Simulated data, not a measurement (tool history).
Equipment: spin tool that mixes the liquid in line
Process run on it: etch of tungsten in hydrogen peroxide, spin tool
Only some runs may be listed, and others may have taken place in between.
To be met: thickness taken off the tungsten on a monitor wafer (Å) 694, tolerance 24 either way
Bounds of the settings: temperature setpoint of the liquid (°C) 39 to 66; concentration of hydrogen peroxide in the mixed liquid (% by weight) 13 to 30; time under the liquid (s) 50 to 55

run	hour	temperature setpoint of the liquid (°C)	concentration of hydrogen peroxide in the mixed liquid (% by weight)	time under the liquid (s)	thickness taken off the tungsten on a monitor wafer (Å)
1	0	55	24	50	1316.4
2	7.2	53	24	50	1185.2
3	7.8	46.5	24	50	801.31
4	12.7	46	24	50	774.99
5	17.3	45.5	24	50	748.12
6	20.3	45.5	27.5	50	790.59
7	21.7	45	27.5	50	783.95
8	24	42.5	27.5	50	654.46

Pick the move, out of 5, that brings all results within their allowed miss; only one does.
A	26.3	42	26.5	50	?
B	26.3	41	29.5	55	?
C	26.3	41	28.5	50	?
D	26.3	42.5	27	50	?
E	26.3	41	25	55	?

move	thickness taken off the tungsten on a monitor wafer (Å)
A	630.74
B	686.34
C	613.27
D	657.42
E	631.82
A: further off than the last run
B: hits every target within its allowed miss
C: further off than the last run
D: moves toward the targets from the last run without getting all of them in spec
E: further off than the last run
So the answer is move B, the one that meets all the targets.
